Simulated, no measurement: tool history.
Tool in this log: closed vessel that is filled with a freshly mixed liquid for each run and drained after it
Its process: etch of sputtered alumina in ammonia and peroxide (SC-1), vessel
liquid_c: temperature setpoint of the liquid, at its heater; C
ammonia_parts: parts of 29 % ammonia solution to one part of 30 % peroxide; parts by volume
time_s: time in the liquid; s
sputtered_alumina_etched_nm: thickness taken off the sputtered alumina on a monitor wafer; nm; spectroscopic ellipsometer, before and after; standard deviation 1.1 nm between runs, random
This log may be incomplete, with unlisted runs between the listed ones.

run  hour  liquid_c  ammonia_parts  time_s  sputtered_alumina_etched_nm
  1     0        59           0.95     595                       66.257
  2   8.5      62.5           0.95     595                       81.091
  3  11.8      62.5           0.95     595                       80.618
  4  13.3      64.5           0.95     595                       86.835
  5  21.2      64.5           0.95     635                       93.871
  6  29.5      64.5           0.95     635                       93.835

For run 7, what comes out?
  7  36.7        66           0.95     635                            ?

Logged for run 7: sputtered_alumina_etched_nm 101.33 nm.
